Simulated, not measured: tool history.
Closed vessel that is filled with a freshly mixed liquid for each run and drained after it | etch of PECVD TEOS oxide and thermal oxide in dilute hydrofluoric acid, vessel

run	hour	temperature setpoint of the liquid (C)	parts of water to one part of 49 % hydrofluoric acid (parts by volume)	time in the liquid (s)	thickness taken off the PECVD TEOS oxide on a monitor wafer (Å)	thickness taken off the thermal oxide on a monitor wafer (Å)
1	0.0	22.0	45	65	208.31	64.278
2	8.9	22.5	45	65	213.80	65.458
3	9.9	22.5	45	50	163.85	50.578
4	14.0	22.5	30	50	250.28	76.986
5	21.3	22.5	30	65	327.77	100.510
6	27.2	22.5	45	65	213.43	65.229
7	32.6	23.0	45	65	217.68	66.611
8	34.2	23.5	45	65	223.26	68.190
9	38.7	24.0	45	65	228.34	69.553

What does the tool deliver on the next run?
10	41.6	24.5	45	65	?	?

thickness taken off the PECVD TEOS oxide on a monitor wafer (Å): 232.31
thickness taken off the thermal oxide on a monitor wafer (Å): 71.296
